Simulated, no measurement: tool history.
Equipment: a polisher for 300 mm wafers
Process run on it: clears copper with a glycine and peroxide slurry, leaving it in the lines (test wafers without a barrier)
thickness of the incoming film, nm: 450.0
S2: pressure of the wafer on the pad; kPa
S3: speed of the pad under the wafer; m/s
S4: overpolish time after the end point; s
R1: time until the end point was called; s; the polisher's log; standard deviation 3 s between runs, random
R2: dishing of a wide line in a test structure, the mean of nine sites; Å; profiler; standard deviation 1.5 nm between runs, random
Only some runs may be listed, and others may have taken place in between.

run 1 hour=0 | flow_of_slurry_(ml/min)=260 S2=16.5 S3=0.8 S4=28 | R1=113.97 R2=655.58
run 2 hour=6.4 | flow_of_slurry_(ml/min)=260 S2=15.2 S3=0.76 S4=31 | R1=130.72 R2=674.84
run 3 hour=8.8 | flow_of_slurry_(ml/min)=260 S2=13.8 S3=0.76 S4=33 | R1=137.18 R2=654.92
run 4 hour=14 | flow_of_slurry_(ml/min)=260 S2=13.8 S3=0.76 S4=37 | R1=137.23 R2=696.92
run 5 hour=15.1 | flow_of_slurry_(ml/min)=260 S2=12.4 S3=0.74 S4=40 | R1=152.32 R2=712.17
run 6 hour=22.8 | flow_of_slurry_(ml/min)=290 S2=12.4 S3=0.74 S4=40 | R1=151.27 R2=705.47
run 7 hour=27.7 | flow_of_slurry_(ml/min)=290 S2=11.7 S3=0.74 S4=42 | R1=158.81 R2=713.69
-- hour=28.9 worn pad replaced by a new one
run 8 hour=28.9 | flow_of_slurry_(ml/min)=290 S2=11 S3=0.74 S4=43 | R1=149.14 R2=749.31
run 9 hour=36.6 | flow_of_slurry_(ml/min)=285 S2=10.3 S3=0.7 S4=44 | R1=160 R2=695.31

Run 10 has not been measured yet. What should we expect?
run 10 hour=44.3 | flow_of_slurry_(ml/min)=280 S2=7.6 S3=0.58 S4=54 | R1=? R2=?

R1: 220.35 s
R2: 671.6 Å
